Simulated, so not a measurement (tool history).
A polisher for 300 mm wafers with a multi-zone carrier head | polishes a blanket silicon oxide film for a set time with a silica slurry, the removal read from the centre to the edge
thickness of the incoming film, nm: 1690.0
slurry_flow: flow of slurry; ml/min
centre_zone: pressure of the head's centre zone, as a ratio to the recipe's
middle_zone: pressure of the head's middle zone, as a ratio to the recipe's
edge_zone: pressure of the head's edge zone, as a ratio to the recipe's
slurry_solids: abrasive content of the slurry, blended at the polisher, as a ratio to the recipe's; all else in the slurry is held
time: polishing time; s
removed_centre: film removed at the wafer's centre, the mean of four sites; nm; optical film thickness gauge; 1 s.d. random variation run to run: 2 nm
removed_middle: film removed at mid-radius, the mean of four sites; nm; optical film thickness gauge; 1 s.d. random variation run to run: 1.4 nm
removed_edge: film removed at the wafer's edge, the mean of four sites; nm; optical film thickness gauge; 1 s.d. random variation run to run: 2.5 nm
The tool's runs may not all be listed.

run 1 hour=0 | slurry_flow=120 centre_zone=1 middle_zone=1 edge_zone=1 slurry_solids=1 time=63 | removed_centre=132.08 removed_middle=137.06 removed_edge=139.47
run 2 hour=5 | slurry_flow=130 centre_zone=1.03 middle_zone=1.01 edge_zone=1.03 slurry_solids=1.05 time=63 | removed_centre=141.58 removed_middle=145.27 removed_edge=147.18
run 3 hour=13.9 | slurry_flow=130 centre_zone=1.03 middle_zone=1.01 edge_zone=1.03 slurry_solids=1.2 time=63 | removed_centre=152.12 removed_middle=152.27 removed_edge=150.37
run 4 hour=14.9 | slurry_flow=140 centre_zone=1.05 middle_zone=1.01 edge_zone=1.05 slurry_solids=1.2 time=63 | removed_centre=155.23 removed_middle=154.82 removed_edge=155.51
run 5 hour=15.9 | slurry_flow=140 centre_zone=1.05 middle_zone=1.01 edge_zone=1.05 slurry_solids=1.35 time=63 | removed_centre=162.03 removed_middle=160.28 removed_edge=165.34
run 6 hour=19.9 | slurry_flow=140 centre_zone=1.05 middle_zone=1.01 edge_zone=1.12 slurry_solids=1.35 time=63 | removed_centre=165.08 removed_middle=161.87 removed_edge=168.93
run 7 hour=28.3 | slurry_flow=145 centre_zone=1.07 middle_zone=1.01 edge_zone=1.12 slurry_solids=1.35 time=63 | removed_centre=166.53 removed_middle=164.9 removed_edge=166.12
run 8 hour=34.9 | slurry_flow=150 centre_zone=1.08 middle_zone=1 edge_zone=1.12 slurry_solids=1.4 time=63 | removed_centre=173.03 removed_middle=164.56 removed_edge=168.36
run 9 hour=41.6 | slurry_flow=155 centre_zone=1.09 middle_zone=1 edge_zone=1.12 slurry_solids=1.4 time=63 | removed_centre=172.98 removed_middle=164.7 removed_edge=173.72

Run 10, settings as shown, results not yet in. Your forecast:
run 10 hour=47.9 | slurry_flow=155 centre_zone=1.09 middle_zone=1 edge_zone=1.12 slurry_solids=1.4 time=63 | removed_centre=? removed_middle=? removed_edge=?

removed_centre: 172.91 nm
removed_middle: 166.24 nm
removed_edge: 170.37 nm
